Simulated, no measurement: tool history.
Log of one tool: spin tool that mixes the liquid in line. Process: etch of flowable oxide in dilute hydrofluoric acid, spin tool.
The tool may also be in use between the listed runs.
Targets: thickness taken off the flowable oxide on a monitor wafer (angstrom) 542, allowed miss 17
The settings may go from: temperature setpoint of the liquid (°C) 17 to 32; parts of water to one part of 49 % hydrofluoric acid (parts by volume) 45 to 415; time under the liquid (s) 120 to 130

run  hour  temperature setpoint of the liquid (°C)  parts of water to one part of 49 % hydrofluoric acid (parts by volume)  time under the liquid (s)  thickness taken off the flowable oxide on a monitor wafer (angstrom)
  1     0                                       24                                                                     230                        120                                                                228.07
  2   4.4                                     25.5                                                                     205                        120                                                                275.42
  3  12.7                                     22.5                                                                     205                        120                                                                250.06
  4  15.4                                     22.5                                                                     205                        120                                                                247.55
  5  16.8                                       26                                                                     205                        120                                                                285.17
  6  25.7                                       27                                                                     185                        120                                                                337.54
  7  31.9                                       28                                                                     175                        120                                                                367.29
  8  35.3                                       29                                                                     165                        120                                                                415.05
  9  36.2                                     29.5                                                                     160                        120                                                                434.29
 10  43.7                                       30                                                                     155                        120                                                                465.76
 11  49.6                                     30.5                                                                     155                        120                                                                472.29
 12  57.4                                       31                                                                     150                        120                                                                503.75

Which of these 5 next moves meets every target?
  A  65.2                                       29                                                                     160                        130                                                                     ?
  B  65.2                                     31.5                                                                     160                        120                                                                     ?
  C  65.2                                     30.5                                                                     155                        120                                                                     ?
  D  65.2                                     29.5                                                                     135                        120                                                                     ?
  E  65.2                                     30.5                                                                     155                        125                                                                     ?

move  thickness taken off the flowable oxide on a monitor wafer (angstrom)
   A                                                                   458
   B                                                                461.47
   C                                                                463.38
   D                                                                528.42
   E                                                                482.69
A: further off than the last run
B: further off than the last run
C: further off than the last run
D: meets every target
E: further off than the last run
Answer: D
